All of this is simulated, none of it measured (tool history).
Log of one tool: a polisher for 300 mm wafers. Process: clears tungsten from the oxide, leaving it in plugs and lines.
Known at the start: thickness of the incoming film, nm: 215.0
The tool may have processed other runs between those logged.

run,hour,flow of slurry (ml/min),pressure of the wafer on the pad (kPa),speed of the pad under the wafer (cm/s),abrasive content of the slurry,overpolish time after the end point (s),time until the end point was called (s)
1,0,200,19.3,84,1,8,72.671
2,2.2,205,20.7,84,1,8,68.203
3,3.8,205,20.7,64,1,8,88.592
4,6,170,20.7,64,1,8,91.92
5,11.3,170,22.8,64,1,8,83.716
6,12.5,190,24.8,66,1,8,74.874

Expected results for the next run?
7,19.7,195,26.2,68,1,8,?

time until the end point was called (s): 67.175

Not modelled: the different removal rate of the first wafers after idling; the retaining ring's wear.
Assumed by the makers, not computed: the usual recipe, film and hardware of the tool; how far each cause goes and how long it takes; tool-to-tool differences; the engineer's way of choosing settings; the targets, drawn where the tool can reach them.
